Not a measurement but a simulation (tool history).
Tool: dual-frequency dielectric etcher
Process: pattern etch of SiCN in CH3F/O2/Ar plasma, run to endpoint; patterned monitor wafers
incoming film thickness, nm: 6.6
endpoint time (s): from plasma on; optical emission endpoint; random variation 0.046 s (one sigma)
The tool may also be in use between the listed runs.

{"run": 1, "hour": 0.0, "source power (kW)": 0.48, "bias power (kW)": 0.087, "endpoint time (s)": 17.674}
{"run": 2, "hour": 3.9, "source power (kW)": 0.56, "bias power (kW)": 0.087, "endpoint time (s)": 16.536}
{"run": 3, "hour": 4.9, "source power (kW)": 0.59, "bias power (kW)": 0.087, "endpoint time (s)": 16.22}
{"run": 4, "hour": 5.8, "source power (kW)": 0.59, "bias power (kW)": 0.095, "endpoint time (s)": 15.665}
{"run": 5, "hour": 9.4, "source power (kW)": 0.54, "bias power (kW)": 0.095, "endpoint time (s)": 16.342}
{"run": 6, "hour": 18.3, "source power (kW)": 0.48, "bias power (kW)": 0.095, "endpoint time (s)": 17.049}
{"run": 7, "hour": 24.7, "source power (kW)": 0.48, "bias power (kW)": 0.095, "endpoint time (s)": 17.224}

Run 8 comes next. What will it give?
{"run": 8, "hour": 29.2, "source power (kW)": 0.53, "bias power (kW)": 0.096, "endpoint time (s)": "?"}

Run 8 gave endpoint time (s) 16.361.

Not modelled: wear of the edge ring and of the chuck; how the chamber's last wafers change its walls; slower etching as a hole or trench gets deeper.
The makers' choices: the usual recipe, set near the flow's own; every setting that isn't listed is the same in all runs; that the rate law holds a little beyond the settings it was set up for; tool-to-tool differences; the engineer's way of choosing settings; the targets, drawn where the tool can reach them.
